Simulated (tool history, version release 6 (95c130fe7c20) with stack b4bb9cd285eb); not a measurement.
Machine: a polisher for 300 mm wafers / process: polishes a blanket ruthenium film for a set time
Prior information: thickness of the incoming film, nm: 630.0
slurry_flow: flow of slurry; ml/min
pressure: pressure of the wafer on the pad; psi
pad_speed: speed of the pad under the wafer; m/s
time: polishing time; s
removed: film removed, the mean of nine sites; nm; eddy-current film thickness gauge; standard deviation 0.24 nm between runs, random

| run | hour | slurry_flow | pressure | pad_speed | time | removed |
|---|---|---|---|---|---|---|
| 1 | 0.0 | 150 | 1.8 | 0.82 | 44 | 35.227 |
| 2 | 4.1 | 145 | 1.7 | 0.82 | 44 | 33.746 |
| 3 | 12.7 | 145 | 2.1 | 0.82 | 44 | 40.448 |
| 4 | 18.9 | 140 | 1.9 | 0.82 | 44 | 36.368 |
| 5 | 23.6 | 105 | 1.9 | 0.82 | 44 | 34.304 |
| 6 | 30.6 | 105 | 1.8 | 0.82 | 44 | 33.262 |
| 7 | 31.5 | 105 | 1.7 | 0.82 | 44 | 30.788 |

The next listed run, before its measurement:
| 8 | 35.7 | 105 | 1.6 | 0.82 | 44 | ? |

Run 8 gave removed 29.760 nm.

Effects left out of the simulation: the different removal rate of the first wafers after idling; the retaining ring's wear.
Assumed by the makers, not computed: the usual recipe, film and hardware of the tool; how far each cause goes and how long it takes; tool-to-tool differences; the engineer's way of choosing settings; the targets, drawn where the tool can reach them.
